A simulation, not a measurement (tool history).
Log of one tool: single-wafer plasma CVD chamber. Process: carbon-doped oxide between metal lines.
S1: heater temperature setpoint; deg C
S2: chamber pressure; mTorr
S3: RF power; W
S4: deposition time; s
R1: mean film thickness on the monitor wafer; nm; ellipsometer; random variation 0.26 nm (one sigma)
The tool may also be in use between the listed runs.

run    day   S1    S2   S3    S4      R1
  1      0  350  6900  650  14.2  77.531
  2  0.079  344  6900  650  14.2   79.11
  3  0.383  344  6900  690  14.2  82.441
  4  0.508  344  6900  690  13.6  79.187
  5  0.688  347  6780  650  13.6  74.322
  6  0.958  356  6780  650  13.6  73.507

Forecast run 7:
     1.3  -- capacitance manometer re-zeroed and calibrated
  7  1.3  357  6690  625  13.6   ?

R1: 70.359 nm
